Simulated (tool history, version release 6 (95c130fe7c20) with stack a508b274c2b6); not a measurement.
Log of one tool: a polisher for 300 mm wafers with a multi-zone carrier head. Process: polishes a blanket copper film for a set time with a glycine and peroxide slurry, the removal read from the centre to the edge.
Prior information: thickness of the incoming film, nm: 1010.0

run	hour	flow of slurry (ml/min)	pressure of the head's centre zone	pressure of the head's middle zone	pressure of the head's edge zone	polishing time (s)	film removed at the wafer's centre (angstrom)	film removed at mid-radius (angstrom)	film removed at the wafer's edge (angstrom)
1	0	140	1	1	1	57	2310.3	2336.2	2234.3
2	3	160	1	1	1	57	2385.7	2389.2	2275.4
3	7.7	155	0.97	0.99	0.98	55	2192.9	2301.9	2153
4	16.4	155	0.97	0.99	1.04	55	2202.1	2244.4	2222.5
5	18.7	150	0.95	0.98	1.01	53	2057.8	2146.8	2114.8
6	24.4	150	0.88	0.98	1.01	53	1921.7	2161.5	2128.7
7	33.1	145	0.88	0.97	0.98	52	1844.6	2124.7	2016.4
8	39.4	145	0.88	0.97	0.98	52	1833	2098.6	2010.3
9	43.7	140	0.88	0.95	0.96	52	1836.7	2058.8	2000.5
10	47.2	135	0.88	0.94	0.94	51	1806.2	1986.9	1942
11	54.9	130	0.87	0.94	0.92	50	1731.6	1931.1	1837.4
12	61.8	125	0.87	0.94	0.91	50	1707.8	1862.4	1870.2
13	63.5	125	0.87	0.95	0.9	49	1665.5	1872.1	1812.2
14	72.5	125	0.87	0.95	0.89	49	1631.9	1884.5	1786.2
15	79.7	125	0.87	0.95	0.88	49	1660.8	1885.1	1806.1
16	87.5	125	0.87	0.95	0.87	49	1654.4	1864.5	1821.3

What does the tool deliver on the next run?
17	89.7	110	0.9	1	0.81	47	?	?	?

{"run 17": {"film removed at the wafer's centre (angstrom)": 1588.7, "film removed at mid-radius (angstrom)": 1798.4, "film removed at the wafer's edge (angstrom)": 1648.4}}
